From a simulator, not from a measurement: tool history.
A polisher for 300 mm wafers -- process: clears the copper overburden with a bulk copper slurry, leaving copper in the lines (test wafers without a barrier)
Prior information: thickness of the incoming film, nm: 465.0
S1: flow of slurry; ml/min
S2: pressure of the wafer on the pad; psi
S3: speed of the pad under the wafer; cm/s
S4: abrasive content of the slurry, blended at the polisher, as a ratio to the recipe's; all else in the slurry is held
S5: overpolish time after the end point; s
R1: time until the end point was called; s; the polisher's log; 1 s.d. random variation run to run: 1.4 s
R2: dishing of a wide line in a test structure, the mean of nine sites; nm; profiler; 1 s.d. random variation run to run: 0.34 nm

{"run": 1, "day": 0.0, "S1": 210, "S2": 2.3, "S3": 82, "S4": 1, "S5": 23, "R1": 87.343, "R2": 50.647}
{"run": 2, "day": 0.058, "S1": 235, "S2": 2.3, "S3": 82, "S4": 1, "S5": 23, "R1": 85.148, "R2": 50.401}
{"run": 3, "day": 0.271, "S1": 235, "S2": 1.8, "S3": 82, "S4": 1, "S5": 23, "R1": 106.82, "R2": 43.143}
{"run": 4, "day": 0.421, "S1": 235, "S2": 1.8, "S3": 82, "S4": 1, "S5": 33, "R1": 107.64, "R2": 52.676}
{"run": 5, "day": 0.533, "S1": 235, "S2": 1.8, "S3": 82, "S4": 1, "S5": 23, "R1": 106.94, "R2": 44.84}
{"run": 6, "day": 0.904, "S1": 235, "S2": 2.3, "S3": 82, "S4": 1, "S5": 23, "R1": 83.722, "R2": 50.45}
{"run": 7, "day": 1.046, "S1": 245, "S2": 2.1, "S3": 84, "S4": 1, "S5": 21, "R1": 90.481, "R2": 47.79}

Estimate the outcome of run 8 from the log above:
{"run": 8, "day": 1.233, "S1": 185, "S2": 2.7, "S3": 62, "S4": 1.05, "S5": 10, "R1": "?", "R2": "?"}

R1: 90.74 s
R2: 29.121 nm
